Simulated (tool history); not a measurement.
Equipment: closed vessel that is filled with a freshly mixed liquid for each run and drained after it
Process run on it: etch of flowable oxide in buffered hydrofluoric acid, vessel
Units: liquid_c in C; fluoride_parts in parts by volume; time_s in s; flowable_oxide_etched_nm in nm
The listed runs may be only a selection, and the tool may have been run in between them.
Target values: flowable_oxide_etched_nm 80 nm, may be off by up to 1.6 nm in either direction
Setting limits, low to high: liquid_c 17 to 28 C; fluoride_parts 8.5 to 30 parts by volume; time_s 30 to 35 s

run	hour	liquid_c	fluoride_parts	time_s	flowable_oxide_etched_nm
1	0	20	23.5	35	34.112
2	8	17.5	23.5	35	29.754
3	16.1	21	23.5	35	36.155
4	22.4	21	23.5	30	31.025
5	25.3	21	18	30	38.578
6	30.2	22.5	16	30	47.101
7	33.3	23.5	15	30	52.8
8	41.5	24.5	14.5	30	57.45
9	44.1	25	14	30	61.323
10	52.6	25.5	14	30	63.657
11	60.6	28	11	30	91.651
12	66	26	11	30	82.017

Exactly one of the 5 candidate moves below puts every result within its allowed miss. Which one?
A	71.4	24	9	30	?
B	71.4	25.5	10.5	30	?
C	71.4	24	10	30	?
D	71.4	22	9	30	?
E	71.4	26	12.5	35	?

move	flowable_oxide_etched_nm
A	86.645
B	83.888
C	81.089
D	77.641
E	84.816
A: its largest miss is bigger than the last run's
B: its largest miss is bigger than the last run's
C: every result within its allowed miss
D: moves the result that the last run missed by most past its target, out the other side
E: its largest miss is bigger than the last run's
The right move is C.
